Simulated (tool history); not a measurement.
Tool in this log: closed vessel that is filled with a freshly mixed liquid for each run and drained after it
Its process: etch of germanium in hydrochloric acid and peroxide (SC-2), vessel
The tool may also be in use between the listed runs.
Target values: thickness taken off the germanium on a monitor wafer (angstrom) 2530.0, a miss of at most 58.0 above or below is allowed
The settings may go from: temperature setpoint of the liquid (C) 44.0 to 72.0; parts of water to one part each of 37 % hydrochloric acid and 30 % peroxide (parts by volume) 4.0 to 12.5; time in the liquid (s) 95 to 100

run    day  temperature setpoint of the liquid (C)  parts of water to one part each of 37 % hydrochloric acid and 30 % peroxide (parts by volume)  time in the liquid (s)  thickness taken off the germanium on a monitor wafer (angstrom)
  1  0.000                                    60.0                                                                                            7.0                      95                                                           1802.0
  2  0.092                                    61.5                                                                                            7.0                      95                                                           1886.3
  3  0.338                                    55.5                                                                                            7.0                      95                                                           1584.0
  4  0.600                                    57.5                                                                                            7.0                      95                                                           1669.4
  5  0.642                                    59.0                                                                                            7.0                      95                                                           1749.7
  6  0.904                                    60.5                                                                                            7.0                      95                                                           1843.8
  7  1.225                                    68.5                                                                                            6.5                      95                                                           2294.1
  8  1.288                                    69.0                                                                                            6.5                      95                                                           2359.7
  9  1.467                                    69.5                                                                                            6.5                      95                                                           2359.5
 10  1.783                                    70.0                                                                                            6.5                      95                                                           2392.9

Of the 5 settings listed for the next run, only one would bring every result within its allowed miss of target. Which one?
  A  2.100                                    72.0                                                                                            4.5                     100                                                                ?
  B  2.100                                    67.5                                                                                            5.0                     100                                                                ?
  C  2.100                                    70.5                                                                                            8.0                      95                                                                ?
  D  2.100                                    71.5                                                                                            6.0                      95                                                                ?
  E  2.100                                    69.5                                                                                            5.5                      95                                                                ?

move  thickness taken off the germanium on a monitor wafer (angstrom)
   A                                                           2735.7
   B                                                           2399.7
   C                                                           2417.4
   D                                                           2534.4
   E                                                           2405.5
A: the result that was furthest off in the last run now lies on the other side of its target
B: as far off as the last run
C: closes in on the targets versus the last run, not all within tolerance yet
D: in spec on every target
E: closes in on the targets versus the last run, not all within tolerance yet
Answer: D
